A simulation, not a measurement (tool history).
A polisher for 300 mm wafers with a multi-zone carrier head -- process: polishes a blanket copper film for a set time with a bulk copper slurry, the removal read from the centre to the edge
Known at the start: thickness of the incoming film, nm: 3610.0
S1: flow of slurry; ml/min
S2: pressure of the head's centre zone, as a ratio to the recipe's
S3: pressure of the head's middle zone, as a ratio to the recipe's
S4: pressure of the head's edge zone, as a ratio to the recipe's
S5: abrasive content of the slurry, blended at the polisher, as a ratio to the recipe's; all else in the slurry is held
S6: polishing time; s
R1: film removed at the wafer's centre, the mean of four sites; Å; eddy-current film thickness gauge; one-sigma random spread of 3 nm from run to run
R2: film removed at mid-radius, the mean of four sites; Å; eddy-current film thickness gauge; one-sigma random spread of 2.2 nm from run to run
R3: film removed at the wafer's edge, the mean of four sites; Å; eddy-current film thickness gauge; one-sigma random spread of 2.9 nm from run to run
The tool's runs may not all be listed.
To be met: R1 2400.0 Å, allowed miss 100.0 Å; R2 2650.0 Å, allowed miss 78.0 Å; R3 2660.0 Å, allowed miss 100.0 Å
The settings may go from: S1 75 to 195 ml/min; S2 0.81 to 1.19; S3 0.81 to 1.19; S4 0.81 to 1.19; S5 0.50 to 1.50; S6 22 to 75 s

{"run": 1, "hour": 0.0, "S1": 125, "S2": 1.0, "S3": 1.0, "S4": 1.0, "S5": 1.0, "S6": 48, "R1": 4392.3, "R2": 4420.2, "R3": 4477.5}
{"run": 2, "hour": 5.8, "S1": 115, "S2": 0.97, "S3": 0.99, "S4": 0.96, "S5": 0.85, "S6": 44, "R1": 3726.7, "R2": 3908.9, "R3": 3925.0}
{"run": 3, "hour": 7.0, "S1": 115, "S2": 0.97, "S3": 0.99, "S4": 0.96, "S5": 1.0, "S6": 44, "R1": 3816.0, "R2": 4006.0, "R3": 4042.6}
{"run": 4, "hour": 9.1, "S1": 110, "S2": 0.95, "S3": 0.98, "S4": 0.94, "S5": 0.85, "S6": 40, "R1": 3253.7, "R2": 3553.9, "R3": 3461.7}
{"run": 5, "hour": 14.4, "S1": 110, "S2": 0.95, "S3": 0.98, "S4": 0.94, "S5": 0.85, "S6": 33, "R1": 2715.2, "R2": 2941.4, "R3": 2875.5}
{"run": 6, "hour": 22.6, "S1": 110, "S2": 0.95, "S3": 0.9, "S4": 0.94, "S5": 0.85, "S6": 33, "R1": 2770.5, "R2": 2730.8, "R3": 2953.3}
{"run": 7, "hour": 23.4, "S1": 105, "S2": 0.94, "S3": 0.91, "S4": 0.92, "S5": 0.8, "S6": 33, "R1": 2632.7, "R2": 2667.3, "R3": 2791.8}
{"run": 8, "hour": 31.6, "S1": 100, "S2": 0.93, "S3": 0.92, "S4": 0.91, "S5": 0.8, "S6": 33, "R1": 2515.6, "R2": 2663.5, "R3": 2779.1}
{"run": 9, "hour": 37.3, "S1": 100, "S2": 0.93, "S3": 0.92, "S4": 0.91, "S5": 0.8, "S6": 33, "R1": 2525.3, "R2": 2629.1, "R3": 2755.8}
{"run": 10, "hour": 42.5, "S1": 100, "S2": 0.93, "S3": 0.93, "S4": 0.9, "S5": 0.8, "S6": 33, "R1": 2511.5, "R2": 2696.8, "R3": 2723.1}
{"run": 11, "hour": 50.5, "S1": 85, "S2": 0.91, "S3": 0.93, "S4": 0.89, "S5": 0.8, "S6": 33, "R1": 2369.0, "R2": 2522.6, "R3": 2686.5}

Which one of the following 4 next-run settings gets every result inside its allowed miss? There is exactly one.
{"run": "A", "hour": 58.5, "S1": 75, "S2": 0.92, "S3": 0.9, "S4": 0.93, "S5": 0.8, "S6": 34, "R1": "?", "R2": "?", "R3": "?"}
{"run": "B", "hour": 58.5, "S1": 115, "S2": 0.91, "S3": 0.97, "S4": 0.94, "S5": 1.1, "S6": 29, "R1": "?", "R2": "?", "R3": "?"}
{"run": "C", "hour": 58.5, "S1": 90, "S2": 0.84, "S3": 0.92, "S4": 0.96, "S5": 0.7, "S6": 33, "R1": "?", "R2": "?", "R3": "?"}
{"run": "D", "hour": 58.5, "S1": 75, "S2": 0.93, "S3": 0.9, "S4": 0.95, "S5": 0.85, "S6": 35, "R1": "?", "R2": "?", "R3": "?"}

move=A R1=2275.3 R2=2426.4 R3=2648.7
move=B R1=2415.7 R2=2674.3 R3=2642.0
move=C R1=2154.8 R2=2524.8 R3=2678.5
move=D R1=2390.7 R2=2521.6 R3=2778.4
A: misses by more than the last run did
B: in spec on every target
C: misses by more than the last run did
D: no better and no worse than the last run
So the answer is move B, the one that meets all the targets.
